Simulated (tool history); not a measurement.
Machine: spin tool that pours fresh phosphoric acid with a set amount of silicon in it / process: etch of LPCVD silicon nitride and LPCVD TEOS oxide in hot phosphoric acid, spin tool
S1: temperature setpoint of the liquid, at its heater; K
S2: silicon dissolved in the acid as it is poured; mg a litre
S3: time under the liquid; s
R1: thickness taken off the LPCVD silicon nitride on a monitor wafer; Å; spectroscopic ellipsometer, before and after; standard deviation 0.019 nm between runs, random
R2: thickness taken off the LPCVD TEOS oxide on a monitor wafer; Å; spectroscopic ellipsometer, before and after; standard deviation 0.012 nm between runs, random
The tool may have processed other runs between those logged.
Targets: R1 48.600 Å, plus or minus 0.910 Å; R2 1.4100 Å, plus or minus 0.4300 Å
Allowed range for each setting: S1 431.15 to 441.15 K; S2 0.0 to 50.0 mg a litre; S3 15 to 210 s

run,hour,S1,S2,S3,R1,R2
1,0.0,436.15,26.5,105,97.047,2.9341
2,1.7,435.15,26.0,95,85.497,2.5608
3,2.5,435.15,15.0,95,84.747,3.4679
4,5.1,434.65,16.5,85,74.893,3.0109
5,10.4,434.15,18.5,80,69.279,2.2251
6,15.7,434.15,18.5,125,108.560,3.8373
7,19.1,433.65,18.0,110,93.482,3.6059
8,19.8,433.15,19.0,100,83.965,2.5237
9,25.1,432.65,17.5,90,74.018,2.3152
10,27.4,432.15,17.0,80,64.476,2.5128
11,29.3,432.15,19.0,75,61.098,2.1261
12,32.3,432.15,20.5,70,56.700,1.6867
13,34.9,431.65,20.5,65,51.876,1.5066

Below are 4 possible settings for the next run. Only one of them brings all results inside the allowed miss of their targets. Which is it?
A,37.5,433.15,0.0,60,?,?
B,37.5,434.65,25.0,55,?,?
C,37.5,431.15,16.5,60,?,?
D,37.5,431.65,16.0,65,?,?

move,R1,R2
A,50.162,2.6219
B,48.349,1.4645
C,46.889,1.5815
D,51.664,1.8015
A: closes in on the targets versus the last run, not all within tolerance yet
B: each result inside its tolerance
C: moves the result that the last run missed by most past its target, out the other side
D: closes in on the targets versus the last run, not all within tolerance yet
The move that meets every target is B.

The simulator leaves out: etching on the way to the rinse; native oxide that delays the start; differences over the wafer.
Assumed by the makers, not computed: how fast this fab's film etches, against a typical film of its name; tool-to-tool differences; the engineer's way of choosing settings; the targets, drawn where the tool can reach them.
